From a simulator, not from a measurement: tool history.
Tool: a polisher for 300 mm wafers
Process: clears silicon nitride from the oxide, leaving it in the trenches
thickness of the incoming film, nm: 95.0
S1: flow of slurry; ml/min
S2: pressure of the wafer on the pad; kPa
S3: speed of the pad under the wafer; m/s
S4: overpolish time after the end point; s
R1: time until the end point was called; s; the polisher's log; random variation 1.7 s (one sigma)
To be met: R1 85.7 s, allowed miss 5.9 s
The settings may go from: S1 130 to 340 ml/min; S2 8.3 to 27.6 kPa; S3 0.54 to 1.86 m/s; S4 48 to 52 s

Run 1, day 0: S1 220 ml/min, S2 17.9 kPa, S3 1.18 m/s, S4 48 s. Result: R1 118.75 s.
Run 2, day 0.1: S1 220 ml/min, S2 17.9 kPa, S3 1.02 m/s, S4 48 s. Result: R1 131.6 s.
Run 3, day 0.317: S1 220 ml/min, S2 20 kPa, S3 1.04 m/s, S4 48 s. Result: R1 113.75 s.
Run 4, day 0.625: S1 220 ml/min, S2 21.4 kPa, S3 1.06 m/s, S4 48 s. Result: R1 108.65 s.
Run 5, day 0.892: S1 220 ml/min, S2 21.4 kPa, S3 1.06 m/s, S4 48 s. Result: R1 105.88 s.
Run 6, day 1.15: S1 220 ml/min, S2 21.4 kPa, S3 0.78 m/s, S4 48 s. Result: R1 141.54 s.
Run 7, day 1.442: S1 220 ml/min, S2 23.4 kPa, S3 0.84 m/s, S4 48 s. Result: R1 124.81 s.
Run 8, day 1.6: S1 220 ml/min, S2 24.8 kPa, S3 0.92 m/s, S4 48 s. Result: R1 108.23 s.

5 next moves are on the table. One of them brings every result within its allowed miss. Which?
Run A, day 1.758: S1 330 ml/min, S2 24.1 kPa, S3 1.14 m/s, S4 52 s. Result: R1 ?.
Run B, day 1.758: S1 210 ml/min, S2 24.1 kPa, S3 0.76 m/s, S4 48 s. Result: R1 ?.
Run C, day 1.758: S1 200 ml/min, S2 25.5 kPa, S3 1.34 m/s, S4 52 s. Result: R1 ?.
Run D, day 1.758: S1 240 ml/min, S2 24.1 kPa, S3 1 m/s, S4 48 s. Result: R1 ?.
Run E, day 1.758: S1 205 ml/min, S2 22.1 kPa, S3 0.92 m/s, S4 50 s. Result: R1 ?.

move      R1
   A  87.093
   B  132.98
   C  73.159
   D  101.14
   E  121.09
A: meets every target
B: further off than the last run
C: takes the result that was furthest off past its target
D: nearer than the last run, and not there yet
E: further off than the last run
Answer: A
